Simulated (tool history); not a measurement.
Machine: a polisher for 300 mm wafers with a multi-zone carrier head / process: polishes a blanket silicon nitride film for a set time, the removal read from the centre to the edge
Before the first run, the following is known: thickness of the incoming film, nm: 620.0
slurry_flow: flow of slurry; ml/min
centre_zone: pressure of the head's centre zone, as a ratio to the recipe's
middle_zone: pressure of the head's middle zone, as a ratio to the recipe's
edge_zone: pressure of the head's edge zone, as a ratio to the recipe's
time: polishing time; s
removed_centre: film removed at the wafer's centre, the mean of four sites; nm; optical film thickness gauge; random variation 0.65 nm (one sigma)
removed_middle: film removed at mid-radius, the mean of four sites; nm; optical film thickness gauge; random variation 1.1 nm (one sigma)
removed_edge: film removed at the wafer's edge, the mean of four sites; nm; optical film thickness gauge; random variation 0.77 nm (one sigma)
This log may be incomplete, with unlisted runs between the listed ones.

run 1 hour=0.0 | slurry_flow=260 centre_zone=1.00 middle_zone=1.00 edge_zone=1.00 time=67 | removed_centre=134.91 removed_middle=135.53 removed_edge=129.22
run 2 hour=1.6 | slurry_flow=260 centre_zone=0.95 middle_zone=1.00 edge_zone=1.00 time=67 | removed_centre=127.95 removed_middle=133.90 removed_edge=129.51
run 3 hour=7.8 | slurry_flow=260 centre_zone=0.95 middle_zone=1.00 edge_zone=1.00 time=79 | removed_centre=151.54 removed_middle=159.71 removed_edge=150.57
run 4 hour=15.3 | slurry_flow=250 centre_zone=0.92 middle_zone=0.98 edge_zone=0.98 time=75 | removed_centre=141.30 removed_middle=146.46 removed_edge=142.73
run 5 hour=23.8 | slurry_flow=250 centre_zone=0.92 middle_zone=0.98 edge_zone=0.94 time=75 | removed_centre=140.57 removed_middle=146.98 removed_edge=139.70
run 6 hour=31.4 | slurry_flow=245 centre_zone=0.90 middle_zone=0.97 edge_zone=0.94 time=71 | removed_centre=130.55 removed_middle=137.08 removed_edge=133.89
run 7 hour=38.1 | slurry_flow=240 centre_zone=0.88 middle_zone=0.96 edge_zone=0.94 time=68 | removed_centre=121.97 removed_middle=128.87 removed_edge=126.62
run 8 hour=41.9 | slurry_flow=235 centre_zone=0.87 middle_zone=0.95 edge_zone=0.95 time=66 | removed_centre=117.59 removed_middle=126.16 removed_edge=122.78

Run 9 has not been measured yet. What should we expect?
run 9 hour=46.6 | slurry_flow=235 centre_zone=0.86 middle_zone=0.93 edge_zone=0.97 time=64 | removed_centre=? removed_middle=? removed_edge=?

Run 9 came out at removed_centre 113.45 nm, removed_middle 120.21 nm, removed_edge 121.61 nm.
